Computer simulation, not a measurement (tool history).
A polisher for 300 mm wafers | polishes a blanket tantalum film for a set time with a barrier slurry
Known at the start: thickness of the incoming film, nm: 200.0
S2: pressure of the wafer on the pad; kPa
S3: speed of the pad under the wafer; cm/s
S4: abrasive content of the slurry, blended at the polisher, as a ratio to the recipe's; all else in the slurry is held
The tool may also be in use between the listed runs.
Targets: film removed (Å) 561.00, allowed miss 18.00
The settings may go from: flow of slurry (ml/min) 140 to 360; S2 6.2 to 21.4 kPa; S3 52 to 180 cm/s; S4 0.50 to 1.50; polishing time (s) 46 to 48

{"run": 1, "hour": 0.0, "flow of slurry (ml/min)": 230, "S2": 13.8, "S3": 116, "S4": 1.0, "polishing time (s)": 46, "film removed (Å)": 863.34}
{"run": 2, "hour": 3.0, "flow of slurry (ml/min)": 230, "S2": 12.4, "S3": 116, "S4": 1.0, "polishing time (s)": 46, "film removed (Å)": 794.63}
{"run": 3, "hour": 9.5, "flow of slurry (ml/min)": 230, "S2": 12.4, "S3": 116, "S4": 1.0, "polishing time (s)": 48, "film removed (Å)": 827.14}
{"run": 4, "hour": 11.9, "flow of slurry (ml/min)": 230, "S2": 11.0, "S3": 116, "S4": 1.0, "polishing time (s)": 48, "film removed (Å)": 736.58}
{"run": 5, "hour": 16.7, "flow of slurry (ml/min)": 260, "S2": 11.0, "S3": 116, "S4": 1.0, "polishing time (s)": 48, "film removed (Å)": 750.21}
{"run": 6, "hour": 19.1, "flow of slurry (ml/min)": 260, "S2": 11.0, "S3": 116, "S4": 1.15, "polishing time (s)": 48, "film removed (Å)": 772.59}
{"run": 7, "hour": 26.9, "flow of slurry (ml/min)": 260, "S2": 9.7, "S3": 116, "S4": 1.15, "polishing time (s)": 48, "film removed (Å)": 685.48}
{"run": 8, "hour": 30.6, "flow of slurry (ml/min)": 260, "S2": 9.0, "S3": 116, "S4": 1.15, "polishing time (s)": 48, "film removed (Å)": 638.5}
{"run": 9, "hour": 33.4, "flow of slurry (ml/min)": 250, "S2": 6.9, "S3": 116, "S4": 1.15, "polishing time (s)": 48, "film removed (Å)": 486.89}
{"run": 10, "hour": 38.8, "flow of slurry (ml/min)": 270, "S2": 6.9, "S3": 116, "S4": 1.15, "polishing time (s)": 48, "film removed (Å)": 485.46}
{"run": 11, "hour": 41.4, "flow of slurry (ml/min)": 270, "S2": 7.6, "S3": 116, "S4": 1.15, "polishing time (s)": 48, "film removed (Å)": 535.46}
{"run": 12, "hour": 47.2, "flow of slurry (ml/min)": 275, "S2": 8.3, "S3": 116, "S4": 1.15, "polishing time (s)": 48, "film removed (Å)": 586.88}

5 next moves are on the table. One of them brings every result within its allowed miss. Which?
{"run": "A", "hour": 53.0, "flow of slurry (ml/min)": 350, "S2": 8.3, "S3": 118, "S4": 1.0, "polishing time (s)": 46, "film removed (Å)": "?"}
{"run": "B", "hour": 53.0, "flow of slurry (ml/min)": 265, "S2": 8.3, "S3": 110, "S4": 1.0, "polishing time (s)": 46, "film removed (Å)": "?"}
{"run": "C", "hour": 53.0, "flow of slurry (ml/min)": 295, "S2": 9.7, "S3": 106, "S4": 1.05, "polishing time (s)": 47, "film removed (Å)": "?"}
{"run": "D", "hour": 53.0, "flow of slurry (ml/min)": 260, "S2": 9.7, "S3": 90, "S4": 1.2, "polishing time (s)": 47, "film removed (Å)": "?"}
{"run": "E", "hour": 53.0, "flow of slurry (ml/min)": 305, "S2": 9.0, "S3": 110, "S4": 1.2, "polishing time (s)": 47, "film removed (Å)": "?"}

move=A film_removed_(Å)=569.02
move=B film_removed_(Å)=518.10
move=C film_removed_(Å)=605.22
move=D film_removed_(Å)=526.21
move=E film_removed_(Å)=604.59
A: meets every target
B: takes the result that was furthest off past its target
C: further off than the last run
D: takes the result that was furthest off past its target
E: further off than the last run
Answer: A

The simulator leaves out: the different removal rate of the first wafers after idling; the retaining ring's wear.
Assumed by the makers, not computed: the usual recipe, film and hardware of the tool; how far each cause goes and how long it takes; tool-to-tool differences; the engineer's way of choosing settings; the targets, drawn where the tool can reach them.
